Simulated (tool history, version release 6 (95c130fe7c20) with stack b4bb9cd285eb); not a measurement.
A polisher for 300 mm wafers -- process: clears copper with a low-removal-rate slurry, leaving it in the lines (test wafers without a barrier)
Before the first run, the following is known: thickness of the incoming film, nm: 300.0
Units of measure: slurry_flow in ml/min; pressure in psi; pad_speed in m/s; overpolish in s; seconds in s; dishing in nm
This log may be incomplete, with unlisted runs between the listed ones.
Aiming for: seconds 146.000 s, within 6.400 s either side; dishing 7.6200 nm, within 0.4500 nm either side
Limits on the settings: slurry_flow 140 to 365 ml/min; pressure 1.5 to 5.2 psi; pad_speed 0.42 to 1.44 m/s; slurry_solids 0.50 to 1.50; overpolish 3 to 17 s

run 1 hour=0.0 | slurry_flow=235 pressure=3.3 pad_speed=0.92 slurry_solids=1.00 overpolish=9 | seconds=87.761 dishing=22.6840
run 2 hour=3.3 | slurry_flow=235 pressure=2.9 pad_speed=0.88 slurry_solids=1.00 overpolish=7 | seconds=96.570 dishing=15.4550
run 3 hour=10.0 | slurry_flow=235 pressure=2.9 pad_speed=0.88 slurry_solids=1.15 overpolish=7 | seconds=94.350 dishing=15.4450
run 4 hour=14.4 | slurry_flow=235 pressure=2.9 pad_speed=1.04 slurry_solids=1.15 overpolish=7 | seconds=81.274 dishing=18.0390
run 5 hour=18.5 | slurry_flow=235 pressure=2.1 pad_speed=1.04 slurry_solids=1.15 overpolish=7 | seconds=100.830 dishing=14.6300
run 6 hour=22.5 | slurry_flow=235 pressure=2.1 pad_speed=1.04 slurry_solids=1.35 overpolish=7 | seconds=97.159 dishing=15.7010
run 7 hour=25.7 | slurry_flow=230 pressure=2.0 pad_speed=0.94 slurry_solids=1.30 overpolish=6 | seconds=112.270 dishing=11.7350
run 8 hour=33.0 | slurry_flow=230 pressure=1.9 pad_speed=0.90 slurry_solids=1.30 overpolish=6 | seconds=120.150 dishing=10.9110
run 9 hour=36.6 | slurry_flow=230 pressure=1.8 pad_speed=0.88 slurry_solids=1.30 overpolish=6 | seconds=126.560 dishing=10.2830
run 10 hour=37.7 | slurry_flow=230 pressure=1.7 pad_speed=0.86 slurry_solids=1.30 overpolish=6 | seconds=133.170 dishing=9.8310

Which single option among these 4 for the next run brings every result within its allowed miss of target? Just one does.
run A hour=38.8 | slurry_flow=250 pressure=1.7 pad_speed=0.88 slurry_solids=1.30 overpolish=4 | seconds=? dishing=?
run B hour=38.8 | slurry_flow=240 pressure=1.6 pad_speed=0.78 slurry_solids=1.50 overpolish=5 | seconds=? dishing=?
run C hour=38.8 | slurry_flow=240 pressure=1.8 pad_speed=0.70 slurry_solids=1.10 overpolish=5 | seconds=? dishing=?
run D hour=38.8 | slurry_flow=200 pressure=1.5 pad_speed=0.92 slurry_solids=1.00 overpolish=6 | seconds=? dishing=?

move=A seconds=130.180 dishing=6.7353
move=B seconds=147.300 dishing=7.4144
move=C seconds=163.750 dishing=6.6973
move=D seconds=146.080 dishing=8.9047
A: moves the result that the last run missed by most past its target, out the other side
B: hits every target within its allowed miss
C: moves the result that the last run missed by most past its target, out the other side
D: better than the last run, though not everything is in spec
Go with B: it meets all targets.
